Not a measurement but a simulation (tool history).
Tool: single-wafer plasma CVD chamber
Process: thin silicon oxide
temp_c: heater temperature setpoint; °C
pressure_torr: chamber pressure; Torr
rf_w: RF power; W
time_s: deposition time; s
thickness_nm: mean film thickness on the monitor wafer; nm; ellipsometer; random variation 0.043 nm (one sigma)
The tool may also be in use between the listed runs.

run 1 hour=0 | temp_c=395 pressure_torr=0.842 rf_w=280 time_s=6.84 | thickness_nm=14.083
run 2 hour=3.9 | temp_c=390 pressure_torr=0.842 rf_w=280 time_s=6.84 | thickness_nm=14.093
run 3 hour=9.5 | temp_c=390 pressure_torr=0.893 rf_w=280 time_s=6.84 | thickness_nm=14.878
run 4 hour=13.2 | temp_c=390 pressure_torr=0.794 rf_w=280 time_s=6.84 | thickness_nm=13.195
run 5 hour=20.3 | temp_c=390 pressure_torr=0.851 rf_w=280 time_s=6.84 | thickness_nm=14.236
run 6 hour=21.5 | temp_c=390 pressure_torr=0.896 rf_w=280 time_s=6.84 | thickness_nm=15.01

Run 7 comes next. What will it give?
run 7 hour=28.8 | temp_c=390 pressure_torr=1.064 rf_w=285 time_s=6.85 | thickness_nm=?

Run 7 gave thickness_nm 17.405 nm.
